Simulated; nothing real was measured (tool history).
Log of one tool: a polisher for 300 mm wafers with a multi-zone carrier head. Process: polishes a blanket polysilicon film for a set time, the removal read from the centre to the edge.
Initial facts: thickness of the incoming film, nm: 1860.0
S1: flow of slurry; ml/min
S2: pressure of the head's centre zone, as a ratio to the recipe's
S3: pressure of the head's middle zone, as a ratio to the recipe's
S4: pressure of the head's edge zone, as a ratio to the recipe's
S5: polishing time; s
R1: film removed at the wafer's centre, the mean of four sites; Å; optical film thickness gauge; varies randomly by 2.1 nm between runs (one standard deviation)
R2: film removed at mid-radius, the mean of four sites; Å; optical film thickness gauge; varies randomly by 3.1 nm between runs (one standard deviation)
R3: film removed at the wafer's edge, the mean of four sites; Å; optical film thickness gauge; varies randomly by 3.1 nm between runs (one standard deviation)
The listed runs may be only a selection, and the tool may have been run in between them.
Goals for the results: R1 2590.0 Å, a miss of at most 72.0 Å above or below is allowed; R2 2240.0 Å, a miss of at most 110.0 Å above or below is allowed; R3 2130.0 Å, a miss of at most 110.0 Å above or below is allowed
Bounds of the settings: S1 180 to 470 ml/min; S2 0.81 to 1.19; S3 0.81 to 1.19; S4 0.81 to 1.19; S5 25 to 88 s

run  hour   S1    S2    S3    S4  S5      R1      R2      R3
  1   0.0  300  1.00  1.00  1.00  56  4272.1  4349.1  4208.9
  2   2.4  290  1.01  0.99  0.97  52  4047.6  3983.1  3931.7
  3   7.3  290  1.01  0.99  0.90  52  4038.6  4018.1  3807.9
  4   9.0  275  1.02  0.98  0.89  48  3742.2  3569.0  3476.7
  5  17.0  275  1.02  1.04  0.89  48  3727.0  3850.7  3431.3
  6  22.3  265  1.03  1.03  0.88  45  3587.3  3608.2  3205.9
  7  30.7  260  1.04  1.02  0.87  42  3367.2  3273.7  2984.8
  8  38.4  255  1.05  1.02  0.86  40  3137.0  3095.6  2775.5
  9  43.8  250  1.06  1.01  0.86  39  3126.2  3053.3  2760.8
 10  47.5  250  1.07  1.00  0.85  37  2990.6  2867.0  2538.0
 11  52.2  245  1.06  0.90  0.82  30  2355.5  2118.3  2079.7
 12  58.5  255  1.07  0.90  0.82  30  2468.3  2098.7  2051.0
 13  63.9  255  1.07  0.90  0.82  30  2426.4  2030.9  2024.9
 14  65.5  260  1.07  0.91  0.82  30  2466.0  2175.8  2131.3
 15  68.0  265  1.08  0.91  0.82  30  2476.2  2150.3  2073.2
 16  73.0  265  1.08  0.91  0.82  30  2472.7  2099.8  2049.0
 17  78.7  270  1.08  0.92  0.82  30  2481.7  2102.6  2082.3

4 candidate next runs follow, results not yet known. Just one meets every target within its allowed miss. Identify it.
  A  84.4  245  0.99  0.87  0.89  33   ?   ?   ?
  B  84.4  255  1.04  0.91  0.81  31   ?   ?   ?
  C  84.4  250  1.08  0.85  0.86  30   ?   ?   ?
  D  84.4  185  1.12  0.94  0.81  32   ?   ?   ?

move      R1      R2      R3
   A  2457.6  2217.0  2353.7
   B  2441.2  2172.8  2138.0
   C  2445.9  1981.7  2115.4
   D  2565.2  2188.4  2123.8
A: further off than the last run
B: further off than the last run
C: further off than the last run
D: all results land within tolerance of their targets
Answer: D

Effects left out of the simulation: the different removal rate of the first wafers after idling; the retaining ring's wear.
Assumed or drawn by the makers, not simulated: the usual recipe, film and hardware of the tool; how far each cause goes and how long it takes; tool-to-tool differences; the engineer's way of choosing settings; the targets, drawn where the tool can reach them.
